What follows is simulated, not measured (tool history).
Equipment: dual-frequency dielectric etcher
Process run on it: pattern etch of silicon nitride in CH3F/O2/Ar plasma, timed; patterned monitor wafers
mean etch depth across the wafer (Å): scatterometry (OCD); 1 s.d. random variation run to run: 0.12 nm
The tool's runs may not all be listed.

run	hour	source power (kW)	bias power (kW)	etch time (s)	mean etch depth across the wafer (Å)
1	0.0	0.340	0.069	31.0	207.95
2	3.9	0.340	0.074	31.0	214.53
3	6.6	0.340	0.070	31.0	210.98
4	15.1	0.390	0.070	31.0	217.83
5	22.6	0.370	0.065	30.5	209.35
6	23.9	0.350	0.062	30.0	197.82
7	31.5	0.330	0.061	30.0	196.94

Predict the results of run 8:
8	40.0	0.290	0.047	28.5	?

Logged for run 8: mean etch depth across the wafer (Å) 165.85.
